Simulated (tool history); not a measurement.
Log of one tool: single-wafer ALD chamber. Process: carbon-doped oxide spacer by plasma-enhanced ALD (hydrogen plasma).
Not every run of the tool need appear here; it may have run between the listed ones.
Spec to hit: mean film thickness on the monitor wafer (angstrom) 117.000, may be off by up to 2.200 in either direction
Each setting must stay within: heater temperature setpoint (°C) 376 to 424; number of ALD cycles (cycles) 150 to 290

| run | hour | heater temperature setpoint (°C) | number of ALD cycles (cycles) | mean film thickness on the monitor wafer (angstrom) |
|---|---|---|---|---|
| 1 | 0.0 | 400 | 220 | 104.410 |
| 2 | 2.4 | 405 | 220 | 102.310 |
| 3 | 8.0 | 398 | 220 | 104.300 |
| 4 | 13.2 | 398 | 193 | 91.455 |
| 5 | 22.3 | 396 | 207 | 97.304 |
| 6 | 28.5 | 396 | 218 | 103.400 |
| 7 | 35.4 | 395 | 225 | 106.220 |
| 8 | 42.5 | 395 | 231 | 110.170 |
| 9 | 44.6 | 395 | 231 | 109.370 |
| 10 | 50.0 | 395 | 235 | 111.060 |
| 11 | 53.5 | 395 | 239 | 113.410 |
| 12 | 62.6 | 395 | 241 | 114.060 |

Pick the move, out of 4, that brings all results within their allowed miss; only one does.
| A | 71.7 | 401 | 256 | ? |
| B | 71.7 | 392 | 255 | ? |
| C | 71.7 | 394 | 240 | ? |
| D | 71.7 | 392 | 247 | ? |

| move | mean film thickness on the monitor wafer (angstrom) |
|---|---|
| A | 121.310 |
| B | 121.150 |
| C | 114.030 |
| D | 117.350 |
A: takes the result that was furthest off past its target
B: takes the result that was furthest off past its target
C: about as far from the targets as the last run
D: all results land within tolerance of their targets
Answer: D

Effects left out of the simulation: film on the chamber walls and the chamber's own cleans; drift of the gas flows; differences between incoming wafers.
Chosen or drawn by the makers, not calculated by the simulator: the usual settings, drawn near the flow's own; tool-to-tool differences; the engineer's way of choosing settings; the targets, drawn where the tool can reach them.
